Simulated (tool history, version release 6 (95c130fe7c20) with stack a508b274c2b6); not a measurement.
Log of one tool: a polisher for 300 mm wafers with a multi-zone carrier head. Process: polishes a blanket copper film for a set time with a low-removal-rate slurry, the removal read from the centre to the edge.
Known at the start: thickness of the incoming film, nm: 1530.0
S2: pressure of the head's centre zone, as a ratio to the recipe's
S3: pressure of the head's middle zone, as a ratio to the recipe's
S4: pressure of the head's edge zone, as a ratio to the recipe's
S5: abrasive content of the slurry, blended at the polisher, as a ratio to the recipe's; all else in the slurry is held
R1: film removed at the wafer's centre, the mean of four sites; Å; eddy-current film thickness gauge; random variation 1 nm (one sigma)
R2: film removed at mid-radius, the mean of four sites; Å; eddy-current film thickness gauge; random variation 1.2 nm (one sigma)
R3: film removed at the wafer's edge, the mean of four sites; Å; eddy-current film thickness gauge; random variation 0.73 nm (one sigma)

run 1 day=0 | flow_of_slurry_(ml/min)=155 S2=1 S3=1 S4=1 S5=1 polishing_time_(s)=41 | R1=745.24 R2=716.08 R3=736.3
run 2 day=0.346 | flow_of_slurry_(ml/min)=155 S2=1.08 S3=1 S4=1 S5=1 polishing_time_(s)=41 | R1=797.44 R2=716.54 R3=739.57
run 3 day=0.567 | flow_of_slurry_(ml/min)=155 S2=1.08 S3=1 S4=1 S5=1 polishing_time_(s)=35 | R1=686.55 R2=628.02 R3=643.19
run 4 day=0.883 | flow_of_slurry_(ml/min)=155 S2=1.08 S3=1 S4=1 S5=1.15 polishing_time_(s)=35 | R1=699.01 R2=634.53 R3=647.26
run 5 day=1.012 | flow_of_slurry_(ml/min)=165 S2=1.08 S3=1.01 S4=1.04 S5=1.2 polishing_time_(s)=37 | R1=749.68 R2=700.71 R3=706.93
run 6 day=1.238 | flow_of_slurry_(ml/min)=165 S2=1.08 S3=1.01 S4=1.11 S5=1.2 polishing_time_(s)=37 | R1=761.65 R2=700.13 R3=736.82
run 7 day=1.258 | flow_of_slurry_(ml/min)=170 S2=1.08 S3=1.02 S4=1.13 S5=1.25 polishing_time_(s)=39 | R1=804.57 R2=748.95 R3=795.73

The next listed run, before its measurement:
run 8 day=1.442 | flow_of_slurry_(ml/min)=180 S2=1.09 S3=1.03 S4=1.14 S5=1.3 polishing_time_(s)=40 | R1=? R2=? R3=?

R1: 869.13 Å
R2: 771.39 Å
R3: 839.12 Å
